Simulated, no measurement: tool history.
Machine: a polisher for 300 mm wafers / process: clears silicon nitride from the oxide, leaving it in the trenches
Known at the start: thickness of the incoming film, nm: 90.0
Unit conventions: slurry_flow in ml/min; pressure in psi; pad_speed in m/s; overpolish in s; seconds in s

run  hour  slurry_flow  pressure  pad_speed  overpolish  seconds
  1     0          280       2.6       0.78          42   120.78
  2     9          280       2.6       0.78          42   125.94
  3  10.4          280       2.2       0.76          42   149.71
  4  15.1          280       2.2       0.68          42   161.03
  5  19.8          280       2.7       0.68          42   132.52
  6  26.7          280       2.7       0.68          42   130.33
  7  33.2          280       2.4       0.66          42   147.91

Run 8 is up next; what results do you expect?
  8  37.6          280       2.1       0.64          42        ?

Run 8 gave seconds 176.28 s.
